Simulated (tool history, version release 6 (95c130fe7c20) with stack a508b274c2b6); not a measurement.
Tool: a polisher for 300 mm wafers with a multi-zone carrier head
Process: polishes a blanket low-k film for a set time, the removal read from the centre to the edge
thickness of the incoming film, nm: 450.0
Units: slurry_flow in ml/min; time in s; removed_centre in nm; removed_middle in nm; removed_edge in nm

| run | hour | slurry_flow | centre_zone | middle_zone | edge_zone | slurry_solids | time | removed_centre | removed_middle | removed_edge |
|---|---|---|---|---|---|---|---|---|---|---|
| 1 | 0.0 | 155 | 1.00 | 1.00 | 1.00 | 1.00 | 60 | 21.085 | 22.365 | 21.957 |
| 2 | 3.4 | 140 | 0.97 | 0.95 | 0.98 | 0.85 | 58 | 18.588 | 18.736 | 19.056 |
| 3 | 11.0 | 140 | 0.97 | 0.95 | 0.98 | 0.85 | 70 | 22.493 | 22.876 | 23.485 |
| 4 | 15.9 | 140 | 0.97 | 0.87 | 0.98 | 0.85 | 70 | 22.125 | 21.158 | 23.149 |
| 5 | 21.8 | 130 | 0.92 | 0.85 | 0.97 | 0.75 | 66 | 18.055 | 18.506 | 20.311 |
| 6 | 27.9 | 105 | 0.92 | 0.85 | 0.97 | 0.75 | 66 | 17.483 | 17.159 | 19.511 |
| 7 | 30.3 | 100 | 0.91 | 0.84 | 0.96 | 0.65 | 63 | 15.004 | 15.040 | 17.043 |

Forecast run 8:
| 8 | 31.4 | 100 | 0.91 | 0.83 | 0.95 | 0.60 | 62 | ? | ? | ? |

removed_centre: 14.007 nm
removed_middle: 13.988 nm
removed_edge: 16.097 nm
